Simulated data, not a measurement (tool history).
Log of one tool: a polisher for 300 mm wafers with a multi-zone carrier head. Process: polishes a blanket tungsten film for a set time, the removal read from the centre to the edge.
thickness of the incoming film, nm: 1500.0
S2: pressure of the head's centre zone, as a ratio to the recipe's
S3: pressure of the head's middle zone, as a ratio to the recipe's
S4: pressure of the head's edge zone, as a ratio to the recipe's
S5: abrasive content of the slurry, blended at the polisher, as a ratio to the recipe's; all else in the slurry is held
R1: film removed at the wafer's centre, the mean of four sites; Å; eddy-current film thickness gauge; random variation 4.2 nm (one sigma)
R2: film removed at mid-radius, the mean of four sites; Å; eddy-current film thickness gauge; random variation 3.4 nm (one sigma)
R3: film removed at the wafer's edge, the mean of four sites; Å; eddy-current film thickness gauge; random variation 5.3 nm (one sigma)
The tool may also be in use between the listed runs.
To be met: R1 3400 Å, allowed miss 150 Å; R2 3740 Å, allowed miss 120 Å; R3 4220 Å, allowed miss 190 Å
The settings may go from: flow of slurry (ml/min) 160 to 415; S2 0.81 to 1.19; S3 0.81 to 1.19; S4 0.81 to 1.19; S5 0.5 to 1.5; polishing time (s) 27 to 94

Run 1, hour 0: flow of slurry (ml/min) 265, S2 1, S3 1, S4 1, S5 1, polishing time (s) 60. Result: R1 3082.4 Å, R2 3116 Å, R3 3163.2 Å.
Run 2, hour 6.4: flow of slurry (ml/min) 265, S2 1.04, S3 1, S4 1, S5 1, polishing time (s) 60. Result: R1 3310.3 Å, R2 3114.8 Å, R3 3217.6 Å.
Run 3, hour 8.1: flow of slurry (ml/min) 265, S2 1.04, S3 1, S4 0.92, S5 1, polishing time (s) 60. Result: R1 3250.9 Å, R2 3109.4 Å, R3 3084.2 Å.
Run 4, hour 9.4: flow of slurry (ml/min) 260, S2 1.01, S3 0.99, S4 0.96, S5 1.1, polishing time (s) 61. Result: R1 3305.1 Å, R2 3206.4 Å, R3 3253.1 Å.
Run 5, hour 14: flow of slurry (ml/min) 255, S2 0.98, S3 0.98, S4 1, S5 1.2, polishing time (s) 62. Result: R1 3323.4 Å, R2 3248.1 Å, R3 3512.9 Å.
Run 6, hour 21.8: flow of slurry (ml/min) 260, S2 0.97, S3 1, S4 1.03, S5 1.25, polishing time (s) 62. Result: R1 3388.2 Å, R2 3420.2 Å, R3 3590.6 Å.
Run 7, hour 27.7: flow of slurry (ml/min) 260, S2 0.95, S3 1, S4 1.06, S5 1.3, polishing time (s) 62. Result: R1 3324.7 Å, R2 3421.2 Å, R3 3602.1 Å.
Run 8, hour 31.5: flow of slurry (ml/min) 255, S2 0.93, S3 0.99, S4 1.07, S5 1.35, polishing time (s) 63. Result: R1 3359.5 Å, R2 3500.3 Å, R3 3736.5 Å.
Run 9, hour 32.7: flow of slurry (ml/min) 255, S2 0.91, S3 0.98, S4 1.09, S5 1.4, polishing time (s) 64. Result: R1 3349.4 Å, R2 3560.3 Å, R3 3823.3 Å.
Run 10, hour 37: flow of slurry (ml/min) 250, S2 0.9, S3 0.97, S4 1.1, S5 1.4, polishing time (s) 65. Result: R1 3369.7 Å, R2 3650.6 Å, R3 3904.4 Å.
Run 11, hour 44.2: flow of slurry (ml/min) 250, S2 0.89, S3 0.96, S4 1.11, S5 1.4, polishing time (s) 65. Result: R1 3304 Å, R2 3578.9 Å, R3 3921.9 Å.

Which of these 4 next moves meets every target?
Run A, hour 51.4: flow of slurry (ml/min) 315, S2 0.94, S3 0.94, S4 0.94, S5 1.25, polishing time (s) 62. Result: R1 ?, R2 ?, R3 ?.
Run B, hour 51.4: flow of slurry (ml/min) 165, S2 0.87, S3 0.95, S4 1.16, S5 1.5, polishing time (s) 70. Result: R1 ?, R2 ?, R3 ?.
Run C, hour 51.4: flow of slurry (ml/min) 260, S2 0.91, S3 0.98, S4 1.07, S5 1.45, polishing time (s) 62. Result: R1 ?, R2 ?, R3 ?.
Run D, hour 51.4: flow of slurry (ml/min) 245, S2 0.94, S3 0.93, S4 1.16, S5 1.4, polishing time (s) 65. Result: R1 ?, R2 ?, R3 ?.

move      R1      R2      R3
   A  3353.8  3297.3  3455.7
   B  3453.8  3709.2  4229.2
   C  3334.3  3504.2  3727.1
   D  3543.5  3460.7  3975.3
A: further off than the last run
B: meets every target
C: further off than the last run
D: further off than the last run
The right move is B.
